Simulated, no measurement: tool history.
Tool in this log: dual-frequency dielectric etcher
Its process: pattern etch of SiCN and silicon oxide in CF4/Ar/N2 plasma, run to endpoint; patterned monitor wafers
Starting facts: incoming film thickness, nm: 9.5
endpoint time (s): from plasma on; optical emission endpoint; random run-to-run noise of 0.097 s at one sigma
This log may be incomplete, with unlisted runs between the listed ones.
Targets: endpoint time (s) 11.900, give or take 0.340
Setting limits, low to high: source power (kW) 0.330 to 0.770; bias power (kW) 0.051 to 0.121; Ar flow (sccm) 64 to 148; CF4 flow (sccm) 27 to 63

{"run": 1, "day": 0.0, "source power (kW)": 0.55, "bias power (kW)": 0.086, "Ar flow (sccm)": 106, "CF4 flow (sccm)": 45, "endpoint time (s)": 9.648}
{"run": 2, "day": 0.183, "source power (kW)": 0.46, "bias power (kW)": 0.086, "Ar flow (sccm)": 106, "CF4 flow (sccm)": 45, "endpoint time (s)": 11.017}
{"run": 3, "day": 0.467, "source power (kW)": 0.46, "bias power (kW)": 0.086, "Ar flow (sccm)": 106, "CF4 flow (sccm)": 39, "endpoint time (s)": 11.265}
{"run": 4, "day": 0.667, "source power (kW)": 0.38, "bias power (kW)": 0.086, "Ar flow (sccm)": 106, "CF4 flow (sccm)": 39, "endpoint time (s)": 12.673}
{"run": 5, "day": 0.962, "source power (kW)": 0.38, "bias power (kW)": 0.086, "Ar flow (sccm)": 118, "CF4 flow (sccm)": 39, "endpoint time (s)": 12.82}
{"run": 6, "day": 1.008, "source power (kW)": 0.38, "bias power (kW)": 0.086, "Ar flow (sccm)": 118, "CF4 flow (sccm)": 43, "endpoint time (s)": 12.633}
{"run": 7, "day": 1.133, "source power (kW)": 0.39, "bias power (kW)": 0.086, "Ar flow (sccm)": 118, "CF4 flow (sccm)": 43, "endpoint time (s)": 12.692}
{"run": 8, "day": 1.4, "source power (kW)": 0.4, "bias power (kW)": 0.086, "Ar flow (sccm)": 118, "CF4 flow (sccm)": 43, "endpoint time (s)": 12.368}

4 next moves are on the table. One of them brings every result within its allowed miss. Which?
{"run": "A", "day": 1.667, "source power (kW)": 0.4, "bias power (kW)": 0.083, "Ar flow (sccm)": 109, "CF4 flow (sccm)": 40, "endpoint time (s)": "?"}
{"run": "B", "day": 1.667, "source power (kW)": 0.39, "bias power (kW)": 0.099, "Ar flow (sccm)": 131, "CF4 flow (sccm)": 43, "endpoint time (s)": "?"}
{"run": "C", "day": 1.667, "source power (kW)": 0.38, "bias power (kW)": 0.082, "Ar flow (sccm)": 127, "CF4 flow (sccm)": 46, "endpoint time (s)": "?"}
{"run": "D", "day": 1.667, "source power (kW)": 0.35, "bias power (kW)": 0.09, "Ar flow (sccm)": 118, "CF4 flow (sccm)": 46, "endpoint time (s)": "?"}

move=A endpoint_time_(s)=12.600
move=B endpoint_time_(s)=11.935
move=C endpoint_time_(s)=13.161
move=D endpoint_time_(s)=13.074
A: lands further from the targets than the last run did
B: all results land within tolerance of their targets
C: lands further from the targets than the last run did
D: lands further from the targets than the last run did
So the answer is move B, the one that meets all the targets.
